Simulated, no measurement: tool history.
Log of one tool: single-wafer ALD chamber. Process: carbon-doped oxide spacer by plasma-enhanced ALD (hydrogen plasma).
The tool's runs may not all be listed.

run	hour	heater temperature setpoint (deg C)	number of ALD cycles (cycles)	mean film thickness on the monitor wafer (nm)
1	0	385	174	8.1103
2	2.9	385	186	8.7157
3	5.1	385	202	9.4886
4	8.1	385	192	9.0285
5	14	385	185	8.5909
6	23.2	385	172	8.1458

Expected results for the next run?
7	29.5	385	172	?

{"run 7": {"mean film thickness on the monitor wafer (nm)": 8.1184}}
